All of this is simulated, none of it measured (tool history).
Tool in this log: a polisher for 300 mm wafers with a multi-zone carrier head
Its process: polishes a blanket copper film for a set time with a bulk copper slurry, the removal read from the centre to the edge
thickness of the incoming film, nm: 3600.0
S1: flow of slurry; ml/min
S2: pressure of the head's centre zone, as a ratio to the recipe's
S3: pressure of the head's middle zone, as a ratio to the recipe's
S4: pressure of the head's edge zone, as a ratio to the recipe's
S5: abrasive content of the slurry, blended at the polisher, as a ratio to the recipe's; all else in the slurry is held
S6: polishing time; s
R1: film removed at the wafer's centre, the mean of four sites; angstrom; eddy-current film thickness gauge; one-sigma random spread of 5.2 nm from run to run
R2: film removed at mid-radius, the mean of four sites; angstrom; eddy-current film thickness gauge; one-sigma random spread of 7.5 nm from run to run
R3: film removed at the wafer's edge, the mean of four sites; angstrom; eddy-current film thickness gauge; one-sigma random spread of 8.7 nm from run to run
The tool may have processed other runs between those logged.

run	day	S1	S2	S3	S4	S5	S6	R1	R2	R3
1	0	315	1	1	1	1	51	7651.5	7783.7	7687
2	0.262	240	1	1	1	1	51	7256.5	7243.1	7428.3
3	0.454	240	0.99	1	0.99	0.95	51	7088.4	7293.4	7355.8
4	0.521	240	0.92	1	0.99	0.95	51	6673.5	7166.8	7381.6
5	0.621	240	0.92	1	0.99	1.15	51	7023.7	7607.9	7770.7
6	0.988	240	0.91	1	0.98	1.1	51	6929.4	7479	7481.9

Run 7 comes next. What will it give?
7	1.1	240	0.9	1	0.98	1.05	51	?	?	?

R1: 6665.6 angstrom
R2: 7393.2 angstrom
R3: 7533.8 angstrom

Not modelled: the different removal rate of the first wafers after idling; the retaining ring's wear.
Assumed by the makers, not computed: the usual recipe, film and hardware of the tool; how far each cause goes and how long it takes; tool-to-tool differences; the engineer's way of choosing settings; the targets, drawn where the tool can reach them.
